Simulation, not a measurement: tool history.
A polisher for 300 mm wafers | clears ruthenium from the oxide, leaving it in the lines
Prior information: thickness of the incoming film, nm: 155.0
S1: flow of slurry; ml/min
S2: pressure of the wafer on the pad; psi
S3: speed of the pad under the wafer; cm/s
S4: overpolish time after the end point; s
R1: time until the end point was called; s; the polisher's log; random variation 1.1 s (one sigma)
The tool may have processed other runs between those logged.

run,day,S1,S2,S3,S4,R1
1,0,190,2.3,96,13,120.49
2,0.088,170,2.3,96,13,123.44
3,0.396,170,2.5,96,13,116.05
4,0.621,175,2.7,96,13,108.83
5,0.788,175,2.7,78,13,131.72
6,1.108,190,2.7,78,13,136.06
7,1.458,190,2.8,82,13,119.9

Predict the results of run 8:
8,1.696,190,2.9,84,13,?

For run 8 the tool returned R1 115.56 s.
